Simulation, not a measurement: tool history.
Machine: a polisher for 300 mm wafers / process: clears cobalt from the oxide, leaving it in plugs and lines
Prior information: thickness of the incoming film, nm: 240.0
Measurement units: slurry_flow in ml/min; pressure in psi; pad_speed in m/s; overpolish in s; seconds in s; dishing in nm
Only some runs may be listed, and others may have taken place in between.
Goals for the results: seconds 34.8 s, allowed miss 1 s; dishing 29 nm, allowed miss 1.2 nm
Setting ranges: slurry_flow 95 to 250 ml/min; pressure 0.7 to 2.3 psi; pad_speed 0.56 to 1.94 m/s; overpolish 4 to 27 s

run 1 hour=0 | slurry_flow=160 pressure=1.5 pad_speed=1.24 overpolish=14 | seconds=45.342 dishing=40.475
run 2 hour=3.2 | slurry_flow=165 pressure=1.6 pad_speed=1.24 overpolish=12 | seconds=41.914 dishing=38.715
run 3 hour=4.5 | slurry_flow=200 pressure=1.6 pad_speed=1.24 overpolish=12 | seconds=40.365 dishing=38.969
run 4 hour=7.4 | slurry_flow=200 pressure=1.3 pad_speed=1.24 overpolish=12 | seconds=49.813 dishing=35.123
run 5 hour=8 | slurry_flow=210 pressure=1.4 pad_speed=1.26 overpolish=10 | seconds=45.059 dishing=34.146
run 6 hour=9.5 | slurry_flow=220 pressure=1.4 pad_speed=1.28 overpolish=9 | seconds=43.92 dishing=32.947
run 7 hour=14.7 | slurry_flow=225 pressure=1.4 pad_speed=1.28 overpolish=8 | seconds=44.109 dishing=29.42
run 8 hour=19.9 | slurry_flow=225 pressure=1.5 pad_speed=1.28 overpolish=8 | seconds=41.038 dishing=30.917
run 9 hour=23.4 | slurry_flow=230 pressure=1.6 pad_speed=1.28 overpolish=7 | seconds=38.888 dishing=29.591
run 10 hour=29.3 | slurry_flow=235 pressure=1.7 pad_speed=1.28 overpolish=6 | seconds=36.654 dishing=28.334

Consider the 4 candidate settings below. Which is the only one whose results all fall within their allowed miss of target?
run A hour=35.2 | slurry_flow=235 pressure=1.6 pad_speed=1.28 overpolish=7 | seconds=? dishing=?
run B hour=35.2 | slurry_flow=225 pressure=1.5 pad_speed=1.34 overpolish=7 | seconds=? dishing=?
run C hour=35.2 | slurry_flow=235 pressure=1.6 pad_speed=1.26 overpolish=8 | seconds=? dishing=?
run D hour=35.2 | slurry_flow=245 pressure=1.7 pad_speed=1.34 overpolish=6 | seconds=? dishing=?

move=A seconds=38.547 dishing=30.256
move=B seconds=39.458 dishing=29.805
move=C seconds=39.14 dishing=32.582
move=D seconds=34.592 dishing=29.35
A: further off than the last run
B: further off than the last run
C: further off than the last run
D: each result inside its tolerance
Correct choice: D, which meets every target
